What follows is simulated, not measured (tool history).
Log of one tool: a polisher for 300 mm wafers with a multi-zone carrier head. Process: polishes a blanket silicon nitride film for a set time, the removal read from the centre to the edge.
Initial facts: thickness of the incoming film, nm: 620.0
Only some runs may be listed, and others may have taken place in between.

run,hour,flow of slurry (ml/min),pressure of the head's centre zone,pressure of the head's middle zone,pressure of the head's edge zone,polishing time (s),film removed at the wafer's centre (Å),film removed at mid-radius (Å),film removed at the wafer's edge (Å)
1,0,195,1,1,1,68,1189.6,1216.3,1205.1
2,6.9,195,1,1.07,1,68,1201.9,1297,1213.5
3,11.1,200,1.04,1.02,1.05,75,1398,1371.8,1354.3
4,12.7,200,1.04,1.02,1.01,75,1418.8,1336.3,1332.6
5,18.3,200,1.04,1.02,1.01,83,1540.6,1446.8,1496.7
6,20.2,200,1.05,0.99,1.02,87,1582.4,1506.1,1550.3
7,26.6,205,1.08,0.94,1.05,91,1767.4,1541,1685.4
8,35.3,210,1.09,0.91,1.08,92,1812.7,1506.8,1738.4

For run 9, what comes out?
9,43.4,215,1.1,0.91,1.1,93,?,?,?

film removed at the wafer's centre (Å): 1841.6
film removed at mid-radius (Å): 1512.1
film removed at the wafer's edge (Å): 1766.2

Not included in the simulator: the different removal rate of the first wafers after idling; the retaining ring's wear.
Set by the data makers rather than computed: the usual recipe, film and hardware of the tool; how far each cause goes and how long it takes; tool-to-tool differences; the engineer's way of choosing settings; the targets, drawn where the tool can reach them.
